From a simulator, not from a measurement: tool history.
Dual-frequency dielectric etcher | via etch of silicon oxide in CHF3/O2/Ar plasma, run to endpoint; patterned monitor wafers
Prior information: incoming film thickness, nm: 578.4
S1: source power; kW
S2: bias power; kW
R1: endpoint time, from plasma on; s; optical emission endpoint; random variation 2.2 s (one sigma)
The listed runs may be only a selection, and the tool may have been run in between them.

run	hour	S1	S2	R1
1	0.0	0.490	0.183	321.53
2	0.7	0.510	0.185	321.24
3	1.9	0.510	0.214	305.67
4	7.4	0.430	0.214	332.75
5	8.3	0.450	0.216	322.91
6	17.0	0.470	0.218	317.39

What will run 7 give?
7	21.7	0.480	0.220	?

Run 7 gave R1 318.90 s.
